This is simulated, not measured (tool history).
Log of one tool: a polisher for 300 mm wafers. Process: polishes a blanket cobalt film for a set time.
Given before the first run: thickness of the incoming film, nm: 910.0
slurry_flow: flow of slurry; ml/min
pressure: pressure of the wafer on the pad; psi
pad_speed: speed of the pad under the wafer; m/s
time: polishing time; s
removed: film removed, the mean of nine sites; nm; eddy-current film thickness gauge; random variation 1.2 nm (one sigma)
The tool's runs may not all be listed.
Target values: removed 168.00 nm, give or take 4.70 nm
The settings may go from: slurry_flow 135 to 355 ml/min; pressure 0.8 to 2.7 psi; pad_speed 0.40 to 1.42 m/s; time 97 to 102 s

Run 1, hour 0.0: slurry_flow 225 ml/min, pressure 1.7 psi, pad_speed 0.90 m/s, time 97 s. Result: removed 418.90 nm.
Run 2, hour 3.6: slurry_flow 225 ml/min, pressure 1.7 psi, pad_speed 0.82 m/s, time 97 s. Result: removed 386.21 nm.
Run 3, hour 11.0: slurry_flow 225 ml/min, pressure 1.4 psi, pad_speed 0.82 m/s, time 97 s. Result: removed 323.21 nm.
Run 4, hour 15.9: slurry_flow 225 ml/min, pressure 1.3 psi, pad_speed 0.80 m/s, time 97 s. Result: removed 289.36 nm.
Run 5, hour 18.7: slurry_flow 225 ml/min, pressure 1.0 psi, pad_speed 0.80 m/s, time 97 s. Result: removed 226.74 nm.
Run 6, hour 27.4: slurry_flow 225 ml/min, pressure 1.0 psi, pad_speed 0.70 m/s, time 97 s. Result: removed 199.14 nm.
Run 7, hour 36.1: slurry_flow 210 ml/min, pressure 0.8 psi, pad_speed 0.66 m/s, time 97 s. Result: removed 151.33 nm.
Run 8, hour 44.5: slurry_flow 215 ml/min, pressure 0.8 psi, pad_speed 0.66 m/s, time 97 s. Result: removed 151.84 nm.
Run 9, hour 51.1: slurry_flow 215 ml/min, pressure 0.8 psi, pad_speed 0.66 m/s, time 97 s. Result: removed 153.19 nm.
Run 10, hour 59.0: slurry_flow 220 ml/min, pressure 0.8 psi, pad_speed 0.66 m/s, time 97 s. Result: removed 154.02 nm.

Pick the move, out of 5, that brings all results within their allowed miss; only one does.
Run A, hour 66.9: slurry_flow 150 ml/min, pressure 0.8 psi, pad_speed 0.60 m/s, time 97 s. Result: removed ?.
Run B, hour 66.9: slurry_flow 200 ml/min, pressure 0.9 psi, pad_speed 0.60 m/s, time 101 s. Result: removed ?.
Run C, hour 66.9: slurry_flow 220 ml/min, pressure 1.5 psi, pad_speed 0.42 m/s, time 98 s. Result: removed ?.
Run D, hour 66.9: slurry_flow 205 ml/min, pressure 0.8 psi, pad_speed 0.70 m/s, time 102 s. Result: removed ?.
Run E, hour 66.9: slurry_flow 200 ml/min, pressure 0.9 psi, pad_speed 0.50 m/s, time 101 s. Result: removed ?.

move  removed
   A   132.32
   B   159.93
   C   182.39
   D   168.07
   E   134.45
A: its largest miss is bigger than the last run's
B: nearer than the last run, and not there yet
C: the result that was furthest off in the last run now lies on the other side of its target
D: each result inside its tolerance
E: its largest miss is bigger than the last run's
Move D is the one to make.
